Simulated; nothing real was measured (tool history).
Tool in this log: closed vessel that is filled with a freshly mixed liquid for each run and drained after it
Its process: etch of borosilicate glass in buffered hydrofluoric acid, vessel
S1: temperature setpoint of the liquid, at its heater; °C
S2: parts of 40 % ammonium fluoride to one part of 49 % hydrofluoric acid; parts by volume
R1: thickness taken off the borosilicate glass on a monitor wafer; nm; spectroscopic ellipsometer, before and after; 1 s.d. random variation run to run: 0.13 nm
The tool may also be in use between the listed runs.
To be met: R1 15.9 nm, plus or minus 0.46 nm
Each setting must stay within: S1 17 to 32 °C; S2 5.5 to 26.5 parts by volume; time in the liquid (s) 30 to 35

{"run": 1, "hour": 0.0, "S1": 24, "S2": 16, "time in the liquid (s)": 35, "R1": 30.266}
{"run": 2, "hour": 2.7, "S1": 22, "S2": 17.5, "time in the liquid (s)": 35, "R1": 24.757}
{"run": 3, "hour": 4.0, "S1": 20.5, "S2": 18.5, "time in the liquid (s)": 35, "R1": 21.594}
{"run": 4, "hour": 9.4, "S1": 17.5, "S2": 18.5, "time in the liquid (s)": 35, "R1": 18.329}
{"run": 5, "hour": 16.0, "S1": 17.5, "S2": 19, "time in the liquid (s)": 35, "R1": 17.906}
{"run": 6, "hour": 23.6, "S1": 17.5, "S2": 16, "time in the liquid (s)": 35, "R1": 20.923}
{"run": 7, "hour": 29.0, "S1": 17.5, "S2": 17.5, "time in the liquid (s)": 35, "R1": 19.263}
{"run": 8, "hour": 34.1, "S1": 17.5, "S2": 18.5, "time in the liquid (s)": 35, "R1": 18.197}
{"run": 9, "hour": 36.4, "S1": 17.5, "S2": 19, "time in the liquid (s)": 35, "R1": 17.509}
{"run": 10, "hour": 39.5, "S1": 17.5, "S2": 19.5, "time in the liquid (s)": 35, "R1": 17.279}
{"run": 11, "hour": 47.5, "S1": 17.5, "S2": 20, "time in the liquid (s)": 35, "R1": 16.645}

Exactly one of the 4 candidate moves below puts every result within its allowed miss. Which one?
{"run": "A", "hour": 55.5, "S1": 18, "S2": 20, "time in the liquid (s)": 35, "R1": "?"}
{"run": "B", "hour": 55.5, "S1": 17.5, "S2": 17, "time in the liquid (s)": 30, "R1": "?"}
{"run": "C", "hour": 55.5, "S1": 17.5, "S2": 21.5, "time in the liquid (s)": 35, "R1": "?"}
{"run": "D", "hour": 55.5, "S1": 18, "S2": 24.5, "time in the liquid (s)": 35, "R1": "?"}

move=A R1=17.362
move=B R1=17.013
move=C R1=16.055
move=D R1=15.073
A: moves away from the targets compared with the last run
B: moves away from the targets compared with the last run
C: every result lands within tolerance
D: takes the result that was furthest off past its target
Go with C: it meets all targets.
